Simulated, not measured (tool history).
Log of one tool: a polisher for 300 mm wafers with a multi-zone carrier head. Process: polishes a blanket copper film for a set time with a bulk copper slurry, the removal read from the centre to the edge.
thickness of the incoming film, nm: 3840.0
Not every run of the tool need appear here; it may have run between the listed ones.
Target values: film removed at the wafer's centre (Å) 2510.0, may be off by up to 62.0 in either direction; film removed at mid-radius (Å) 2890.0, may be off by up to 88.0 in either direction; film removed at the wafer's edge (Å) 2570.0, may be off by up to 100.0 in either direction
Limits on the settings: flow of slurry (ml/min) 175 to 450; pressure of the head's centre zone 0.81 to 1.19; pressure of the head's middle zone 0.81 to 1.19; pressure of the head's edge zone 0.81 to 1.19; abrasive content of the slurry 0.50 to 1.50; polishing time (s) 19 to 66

run	day	flow of slurry (ml/min)	pressure of the head's centre zone	pressure of the head's middle zone	pressure of the head's edge zone	abrasive content of the slurry	polishing time (s)	film removed at the wafer's centre (Å)	film removed at mid-radius (Å)	film removed at the wafer's edge (Å)
1	0.000	290	1.00	1.00	1.00	1.00	42	5059.3	5048.6	5077.8
2	0.133	290	0.98	1.01	0.97	0.90	38	4360.8	4578.8	4296.6
3	0.242	290	0.98	1.01	0.97	0.90	32	3678.9	3902.1	3674.6
4	0.367	290	0.98	1.01	1.05	0.90	32	3701.4	3852.8	3794.9
5	0.462	290	0.96	1.00	1.02	0.85	31	3473.6	3697.4	3640.2
6	0.542	290	0.95	1.00	0.99	0.80	30	3289.7	3500.2	3420.6
7	0.842	290	0.94	1.00	0.96	0.75	29	3065.0	3322.2	3230.0
8	0.967	290	0.94	1.01	0.94	0.70	28	2972.9	3206.9	3098.9
9	1.108	290	0.94	1.02	0.92	0.65	27	2801.4	3035.2	2919.1
10	1.400	265	0.92	1.09	0.82	0.55	26	2567.0	3085.4	2547.8
11	1.758	260	0.92	1.08	0.82	0.55	26	2530.7	2985.0	2587.7

4 next moves are on the table. One of them brings every result within its allowed miss. Which?
A	2.117	245	0.95	1.02	0.81	0.50	27	?	?	?
B	2.117	195	0.90	1.12	0.81	0.50	28	?	?	?
C	2.117	175	0.95	1.08	0.85	0.60	27	?	?	?
D	2.117	240	0.89	1.10	0.82	0.80	25	?	?	?

move	film removed at the wafer's centre (Å)	film removed at mid-radius (Å)	film removed at the wafer's edge (Å)
A	2646.3	2908.6	2579.0
B	2459.7	3109.8	2577.2
C	2491.4	2902.4	2558.6
D	2463.0	3084.0	2577.1
A: the furthest-off result lands on target, but another misses its tolerance
B: lands further from the targets than the last run did
C: in spec on every target
D: lands further from the targets than the last run did
So the answer is move C, the one that meets all the targets.
